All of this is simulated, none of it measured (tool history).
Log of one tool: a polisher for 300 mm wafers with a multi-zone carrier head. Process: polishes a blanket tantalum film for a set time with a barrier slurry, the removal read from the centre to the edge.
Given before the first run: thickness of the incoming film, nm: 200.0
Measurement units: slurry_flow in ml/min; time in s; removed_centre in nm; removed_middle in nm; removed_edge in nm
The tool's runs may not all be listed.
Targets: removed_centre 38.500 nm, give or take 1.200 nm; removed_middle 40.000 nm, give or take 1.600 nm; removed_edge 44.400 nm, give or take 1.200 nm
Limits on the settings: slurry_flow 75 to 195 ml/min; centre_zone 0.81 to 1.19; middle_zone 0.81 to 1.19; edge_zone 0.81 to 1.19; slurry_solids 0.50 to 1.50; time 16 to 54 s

Run 1, hour 0.0: slurry_flow 125 ml/min, centre_zone 1.00, middle_zone 1.00, edge_zone 1.00, slurry_solids 1.00, time 35 s. Result: removed_centre 63.726 nm, removed_middle 63.825 nm, removed_edge 65.841 nm.
Run 2, hour 0.7: slurry_flow 115 ml/min, centre_zone 0.97, middle_zone 0.97, edge_zone 0.97, slurry_solids 0.90, time 34 s. Result: removed_centre 55.428 nm, removed_middle 55.997 nm, removed_edge 59.485 nm.
Run 3, hour 1.5: slurry_flow 145 ml/min, centre_zone 0.97, middle_zone 0.97, edge_zone 0.97, slurry_solids 0.90, time 34 s. Result: removed_centre 61.032 nm, removed_middle 60.400 nm, removed_edge 62.909 nm.
Run 4, hour 6.7: slurry_flow 135 ml/min, centre_zone 0.95, middle_zone 0.95, edge_zone 0.94, slurry_solids 0.80, time 34 s. Result: removed_centre 53.675 nm, removed_middle 54.903 nm, removed_edge 57.164 nm.
Run 5, hour 8.3: slurry_flow 165 ml/min, centre_zone 0.95, middle_zone 0.95, edge_zone 0.94, slurry_solids 0.80, time 34 s. Result: removed_centre 58.198 nm, removed_middle 57.831 nm, removed_edge 58.926 nm.
Run 6, hour 12.1: slurry_flow 165 ml/min, centre_zone 0.95, middle_zone 0.95, edge_zone 0.94, slurry_solids 0.80, time 42 s. Result: removed_centre 69.967 nm, removed_middle 71.075 nm, removed_edge 72.578 nm.
At hour 15.7: slurry nozzle cleaned.
Run 7, hour 15.7: slurry_flow 155 ml/min, centre_zone 0.93, middle_zone 0.92, edge_zone 0.91, slurry_solids 0.75, time 40 s. Result: removed_centre 68.083 nm, removed_middle 67.412 nm, removed_edge 68.384 nm.
Run 8, hour 19.6: slurry_flow 150 ml/min, centre_zone 0.96, middle_zone 0.95, edge_zone 0.95, slurry_solids 0.70, time 37 s. Result: removed_centre 61.884 nm, removed_middle 60.286 nm, removed_edge 61.530 nm.
Run 9, hour 20.4: slurry_flow 140 ml/min, centre_zone 0.93, middle_zone 0.92, edge_zone 0.94, slurry_solids 0.65, time 35 s. Result: removed_centre 52.624 nm, removed_middle 51.373 nm, removed_edge 54.019 nm.
Run 10, hour 21.2: slurry_flow 130 ml/min, centre_zone 0.90, middle_zone 0.90, edge_zone 0.93, slurry_solids 0.60, time 35 s. Result: removed_centre 46.234 nm, removed_middle 47.323 nm, removed_edge 49.094 nm.
Run 11, hour 26.2: slurry_flow 120 ml/min, centre_zone 0.90, middle_zone 0.89, edge_zone 0.94, slurry_solids 0.60, time 35 s. Result: removed_centre 45.771 nm, removed_middle 45.888 nm, removed_edge 48.902 nm.
Run 12, hour 30.1: slurry_flow 110 ml/min, centre_zone 0.89, middle_zone 0.88, edge_zone 0.94, slurry_solids 0.60, time 35 s. Result: removed_centre 43.413 nm, removed_middle 44.506 nm, removed_edge 48.489 nm.
Run 13, hour 33.1: slurry_flow 105 ml/min, centre_zone 0.89, middle_zone 0.87, edge_zone 0.93, slurry_solids 0.60, time 35 s. Result: removed_centre 42.748 nm, removed_middle 43.027 nm, removed_edge 47.284 nm.
Run 14, hour 35.6: slurry_flow 105 ml/min, centre_zone 0.89, middle_zone 0.87, edge_zone 0.93, slurry_solids 0.60, time 35 s. Result: removed_centre 43.398 nm, removed_middle 42.496 nm, removed_edge 47.174 nm.
Run 15, hour 40.1: slurry_flow 100 ml/min, centre_zone 0.88, middle_zone 0.87, edge_zone 0.93, slurry_solids 0.60, time 35 s. Result: removed_centre 42.034 nm, removed_middle 42.198 nm, removed_edge 47.549 nm.
Run 16, hour 46.2: slurry_flow 95 ml/min, centre_zone 0.87, middle_zone 0.87, edge_zone 0.91, slurry_solids 0.60, time 35 s. Result: removed_centre 40.712 nm, removed_middle 42.385 nm, removed_edge 46.017 nm.
Run 17, hour 52.1: slurry_flow 95 ml/min, centre_zone 0.87, middle_zone 0.87, edge_zone 0.91, slurry_solids 0.60, time 35 s. Result: removed_centre 40.196 nm, removed_middle 42.070 nm, removed_edge 46.398 nm.
Run 18, hour 59.8: slurry_flow 90 ml/min, centre_zone 0.87, middle_zone 0.87, edge_zone 0.90, slurry_solids 0.60, time 35 s. Result: removed_centre 40.384 nm, removed_middle 41.010 nm, removed_edge 45.726 nm.

Consider the 4 candidate settings below. Which is the only one whose results all fall within their allowed miss of target?
Run A, hour 67.5: slurry_flow 80 ml/min, centre_zone 0.90, middle_zone 0.91, edge_zone 0.93, slurry_solids 0.55, time 38 s. Result: removed_centre ?, removed_middle ?, removed_edge ?.
Run B, hour 67.5: slurry_flow 75 ml/min, centre_zone 0.98, middle_zone 0.86, edge_zone 0.89, slurry_solids 0.60, time 35 s. Result: removed_centre ?, removed_middle ?, removed_edge ?.
Run C, hour 67.5: slurry_flow 130 ml/min, centre_zone 0.82, middle_zone 0.93, edge_zone 1.02, slurry_solids 0.60, time 32 s. Result: removed_centre ?, removed_middle ?, removed_edge ?.
Run D, hour 67.5: slurry_flow 75 ml/min, centre_zone 0.83, middle_zone 0.85, edge_zone 0.89, slurry_solids 0.60, time 38 s. Result: removed_centre ?, removed_middle ?, removed_edge ?.

move  removed_centre  removed_middle  removed_edge
   A          38.532          40.772        44.709
   B          41.181          38.330        43.598
   C          38.204          44.251        47.506
   D          37.811          41.250        47.342
A: each result inside its tolerance
B: lands further from the targets than the last run did
C: meets the target for the result that was furthest off, but another lies outside its allowed miss
D: meets the target for the result that was furthest off, but another lies outside its allowed miss
Answer: A

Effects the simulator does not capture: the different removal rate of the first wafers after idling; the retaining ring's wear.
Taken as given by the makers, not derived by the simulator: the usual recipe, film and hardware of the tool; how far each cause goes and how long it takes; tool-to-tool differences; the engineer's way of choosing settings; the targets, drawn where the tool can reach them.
